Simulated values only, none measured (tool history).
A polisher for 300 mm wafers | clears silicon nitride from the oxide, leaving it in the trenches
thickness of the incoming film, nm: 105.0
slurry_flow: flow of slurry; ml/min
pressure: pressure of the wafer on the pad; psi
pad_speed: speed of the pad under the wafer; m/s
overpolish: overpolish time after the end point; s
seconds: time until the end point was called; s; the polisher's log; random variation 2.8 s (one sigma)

| run | hour | slurry_flow | pressure | pad_speed | overpolish | seconds |
|---|---|---|---|---|---|---|
| 1 | 0 | 295 | 2.8 | 1.26 | 28 | 98.902 |
| 2 | 4.6 | 295 | 2.8 | 1.02 | 28 | 118.06 |
| 3 | 11.2 | 295 | 2.8 | 1.02 | 28 | 120.86 |
| 4 | 16.1 | 295 | 2.6 | 1 | 28 | 131.86 |
| 5 | 23.3 | 295 | 2.6 | 1 | 30 | 131.89 |
| 6 | 30.6 | 295 | 2.5 | 0.98 | 30 | 143.16 |
| 7 | 34.2 | 295 | 2.4 | 0.98 | 30 | 146 |
| 8 | 39.6 | 295 | 2.3 | 0.96 | 30 | 155.9 |
|  | 40.5 | head pressure recalibrated |
| 9 | 40.5 | 295 | 2.3 | 0.96 | 30 | 148.94 |
| 10 | 43.2 | 295 | 2.2 | 0.94 | 30 | 156.1 |

Run 11 comes next. What will it give?
| 11 | 49.7 | 295 | 2.1 | 0.92 | 30 | ? |

Run 11 gave seconds 168.05 s.
